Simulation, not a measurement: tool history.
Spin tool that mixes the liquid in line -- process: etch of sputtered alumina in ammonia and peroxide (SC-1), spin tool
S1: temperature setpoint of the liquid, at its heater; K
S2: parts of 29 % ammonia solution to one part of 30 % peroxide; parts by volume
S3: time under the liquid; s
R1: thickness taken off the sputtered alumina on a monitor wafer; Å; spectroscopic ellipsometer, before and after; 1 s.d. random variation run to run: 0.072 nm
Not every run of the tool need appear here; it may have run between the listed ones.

run,hour,S1,S2,S3,R1
1,0.0,322.15,0.50,120,57.931
2,1.9,322.15,0.35,120,55.846
3,7.1,322.15,0.25,120,54.391
4,9.6,324.65,0.25,120,62.145
5,13.7,326.65,0.25,120,69.852
6,16.7,328.15,0.25,120,75.695

Estimate the outcome of run 7 from the log above:
7,17.3,329.15,0.25,120,?

{"run 7": {"R1": 80.288}}
